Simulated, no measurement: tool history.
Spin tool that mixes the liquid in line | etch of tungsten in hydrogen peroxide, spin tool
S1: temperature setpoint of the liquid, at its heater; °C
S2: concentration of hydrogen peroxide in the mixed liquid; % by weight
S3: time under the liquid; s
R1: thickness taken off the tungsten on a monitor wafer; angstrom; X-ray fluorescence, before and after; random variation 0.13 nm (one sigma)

{"run": 1, "hour": 0.0, "S1": 43, "S2": 15.5, "S3": 15, "R1": 223.43}
{"run": 2, "hour": 1.5, "S1": 43, "S2": 15.5, "S3": 15, "R1": 224.33}
{"run": 3, "hour": 3.6, "S1": 43, "S2": 15.5, "S3": 15, "R1": 224.84}
{"run": 4, "hour": 10.8, "S1": 43, "S2": 15.5, "S3": 15, "R1": 226.67}
{"run": 5, "hour": 13.9, "S1": 45.5, "S2": 15.5, "S3": 15, "R1": 261.61}
{"run": 6, "hour": 14.5, "S1": 44.5, "S2": 15.5, "S3": 15, "R1": 243.27}
{"run": 7, "hour": 18.9, "S1": 43.5, "S2": 15.5, "S3": 15, "R1": 232.81}
{"run": 8, "hour": 22.1, "S1": 42.5, "S2": 15.5, "S3": 15, "R1": 217.89}
{"run": 9, "hour": 26.2, "S1": 42, "S2": 15.5, "S3": 15, "R1": 209.07}

The next listed run, before its measurement:
{"run": 10, "hour": 32.5, "S1": 42, "S2": 15.5, "S3": 15, "R1": "?"}

{"run 10": {"R1": 211.24}}
